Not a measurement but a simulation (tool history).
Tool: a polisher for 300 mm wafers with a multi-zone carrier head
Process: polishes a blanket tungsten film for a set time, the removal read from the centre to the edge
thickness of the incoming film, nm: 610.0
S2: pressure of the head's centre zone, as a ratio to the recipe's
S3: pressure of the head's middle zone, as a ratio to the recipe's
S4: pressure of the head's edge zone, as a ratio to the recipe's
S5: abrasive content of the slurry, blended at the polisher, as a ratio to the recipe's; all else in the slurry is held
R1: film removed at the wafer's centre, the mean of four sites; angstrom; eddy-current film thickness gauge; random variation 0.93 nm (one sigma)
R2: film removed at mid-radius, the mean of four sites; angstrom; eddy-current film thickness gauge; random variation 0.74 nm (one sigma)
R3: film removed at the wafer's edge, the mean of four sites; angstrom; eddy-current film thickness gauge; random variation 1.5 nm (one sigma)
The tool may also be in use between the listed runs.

{"run": 1, "day": 0.0, "flow of slurry (ml/min)": 230, "S2": 1, "S3": 1, "S4": 1, "S5": 1, "polishing time (s)": 52, "R1": 2062.5, "R2": 2049, "R3": 2085.8}
{"run": 2, "day": 0.212, "flow of slurry (ml/min)": 230, "S2": 1, "S3": 1.04, "S4": 1, "S5": 1, "polishing time (s)": 52, "R1": 2052.3, "R2": 2096.1, "R3": 2098.3}
{"run": 3, "day": 0.558, "flow of slurry (ml/min)": 225, "S2": 0.99, "S3": 1, "S4": 0.97, "S5": 0.9, "polishing time (s)": 48, "R1": 1825.7, "R2": 1849.2, "R3": 1846.8}
{"run": 4, "day": 0.904, "flow of slurry (ml/min)": 220, "S2": 0.98, "S3": 0.96, "S4": 0.95, "S5": 0.8, "polishing time (s)": 45, "R1": 1687.3, "R2": 1655.9, "R3": 1727.8}
{"run": 5, "day": 1.183, "flow of slurry (ml/min)": 220, "S2": 0.98, "S3": 0.96, "S4": 0.95, "S5": 0.8, "polishing time (s)": 56, "R1": 2068, "R2": 2070.2, "R3": 2142.2}
{"run": 6, "day": 1.483, "flow of slurry (ml/min)": 220, "S2": 0.98, "S3": 0.96, "S4": 0.95, "S5": 0.65, "polishing time (s)": 56, "R1": 2005.9, "R2": 1984.6, "R3": 2069.7}

The next listed run, before its measurement:
{"run": 7, "day": 1.612, "flow of slurry (ml/min)": 215, "S2": 0.97, "S3": 0.91, "S4": 0.85, "S5": 0.5, "polishing time (s)": 42, "R1": "?", "R2": "?", "R3": "?"}

{"run 7": {"R1": 1431.3, "R2": 1406.2, "R3": 1387.3}}
